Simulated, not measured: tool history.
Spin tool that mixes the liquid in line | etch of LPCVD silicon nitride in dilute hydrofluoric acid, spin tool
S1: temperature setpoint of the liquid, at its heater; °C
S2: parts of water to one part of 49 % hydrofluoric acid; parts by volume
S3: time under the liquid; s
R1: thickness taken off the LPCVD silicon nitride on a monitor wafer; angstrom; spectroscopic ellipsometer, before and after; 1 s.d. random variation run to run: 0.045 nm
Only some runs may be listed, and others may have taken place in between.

run  hour    S1  S2  S3      R1
  1   0.0  24.0  65  85   8.184
  2   6.5  25.5  55  85  10.660
  3  10.9  24.0  55  85   9.346
  4  11.5  25.5  50  85  11.514
  5  13.9  27.0  45  85  14.120
  6  21.9  27.0  45  65  10.706
  7  30.3  28.0  40  70  13.582
  8  35.7  32.0  20  75  38.137
  9  40.9  31.0  20  75  35.521
 10  47.5  30.5  20  75  35.022

What will run 11 give?
 11  51.6  29.5  20  75   ?

Run 11 came out at R1 30.719 angstrom.
